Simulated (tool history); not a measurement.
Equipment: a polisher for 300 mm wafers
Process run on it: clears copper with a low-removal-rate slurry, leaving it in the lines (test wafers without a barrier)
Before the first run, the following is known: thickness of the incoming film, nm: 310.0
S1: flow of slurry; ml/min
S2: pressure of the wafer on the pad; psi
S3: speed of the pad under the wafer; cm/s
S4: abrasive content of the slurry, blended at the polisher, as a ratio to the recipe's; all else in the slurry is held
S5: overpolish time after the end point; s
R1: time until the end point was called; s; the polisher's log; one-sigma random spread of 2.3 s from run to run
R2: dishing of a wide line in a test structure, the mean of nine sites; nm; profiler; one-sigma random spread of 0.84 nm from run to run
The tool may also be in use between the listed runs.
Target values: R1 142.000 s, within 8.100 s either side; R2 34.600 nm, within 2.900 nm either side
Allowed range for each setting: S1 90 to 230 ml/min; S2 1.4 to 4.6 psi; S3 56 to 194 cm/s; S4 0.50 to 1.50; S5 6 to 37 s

run    day   S1   S2   S3    S4  S5       R1      R2
  1  0.000  150  3.0  124  1.00  19   87.710  45.055
  2  0.146  150  3.5  124  1.00  19   75.381  49.964
  3  0.271  150  3.5  124  1.00  25   75.256  58.198
  4  0.600  150  2.9  122  1.00  24   92.079  50.663
  5  0.633  150  2.5  120  1.00  23  108.150  43.671
  6  0.662  150  2.5  120  1.15  23  105.120  44.504
  7  0.788  150  2.2  118  1.15  23  121.090  39.326
  8  0.888  150  2.1  118  1.15  23  128.140  37.638
  9  1.204  150  2.0  118  1.15  23  133.760  38.231
 10  1.271  150  2.0  118  1.15  22  128.800  35.076

Which of these 5 next moves meets every target?
  A  1.338  135  2.0  130  1.20  21   ?   ?
  B  1.338  130  2.0  160  1.00  17   ?   ?
  C  1.338  180  1.8  118  1.15  23   ?   ?
  D  1.338   95  1.7  164  1.35  21   ?   ?
  E  1.338  230  2.5  104  1.10  18   ?   ?

move       R1      R2
   A  123.590  37.524
   B  104.950  36.260
   C  145.110  35.319
   D  119.730  37.681
   E  117.150  35.583
A: moves away from the targets compared with the last run
B: moves away from the targets compared with the last run
C: each result inside its tolerance
D: moves away from the targets compared with the last run
E: moves away from the targets compared with the last run
The right move is C.
